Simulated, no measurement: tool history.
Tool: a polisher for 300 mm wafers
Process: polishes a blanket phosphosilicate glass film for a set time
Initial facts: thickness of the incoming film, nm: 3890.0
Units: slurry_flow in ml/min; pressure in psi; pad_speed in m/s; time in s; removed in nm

run,day,slurry_flow,pressure,pad_speed,slurry_solids,time,removed
1,0.000,285,2.5,0.98,1.0,120,938.24
2,0.054,285,2.7,0.98,1.0,120,1023.90
3,0.312,285,2.8,0.98,1.0,120,1051.30
4,0.358,285,2.8,0.98,1.0,120,1066.20
5,0.621,285,2.9,0.98,1.0,120,1093.50
6,0.871,220,2.9,0.98,1.0,120,1071.60
7,1.133,220,3.0,0.98,1.0,120,1075.80
8,1.233,230,3.0,0.98,1.0,120,1102.90

What does the tool deliver on the next run?
9,1.567,235,3.0,0.98,1.0,120,?

{"run 9": {"removed": 1116.8}}
